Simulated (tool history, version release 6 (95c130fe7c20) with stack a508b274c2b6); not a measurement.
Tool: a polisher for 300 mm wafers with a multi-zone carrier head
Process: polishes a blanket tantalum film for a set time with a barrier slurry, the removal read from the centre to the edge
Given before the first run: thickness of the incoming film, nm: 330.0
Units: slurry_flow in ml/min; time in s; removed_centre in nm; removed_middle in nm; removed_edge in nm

| run | day | slurry_flow | centre_zone | middle_zone | edge_zone | slurry_solids | time | removed_centre | removed_middle | removed_edge |
|---|---|---|---|---|---|---|---|---|---|---|
| 1 | 0.000 | 235 | 1.00 | 1.00 | 1.00 | 1.00 | 50 | 92.471 | 90.301 | 87.385 |
| 2 | 0.138 | 230 | 0.99 | 0.99 | 0.99 | 1.00 | 50 | 90.219 | 90.175 | 87.820 |
| 3 | 0.325 | 230 | 0.99 | 0.98 | 0.98 | 0.95 | 50 | 86.170 | 87.280 | 84.964 |
| 4 | 0.588 | 230 | 0.94 | 0.98 | 0.98 | 0.95 | 50 | 83.010 | 86.263 | 85.227 |
| 5 | 0.812 | 230 | 0.94 | 0.98 | 0.91 | 0.95 | 50 | 83.728 | 88.114 | 81.961 |
| 6 | 1.088 | 185 | 0.94 | 0.98 | 0.91 | 0.95 | 50 | 81.849 | 83.047 | 79.644 |

Predict the results of run 7:
| 7 | 1.350 | 180 | 0.94 | 0.97 | 0.91 | 0.95 | 50 | ? | ? | ? |

Run 7 measured removed_centre 81.210 nm, removed_middle 81.016 nm, removed_edge 78.739 nm.
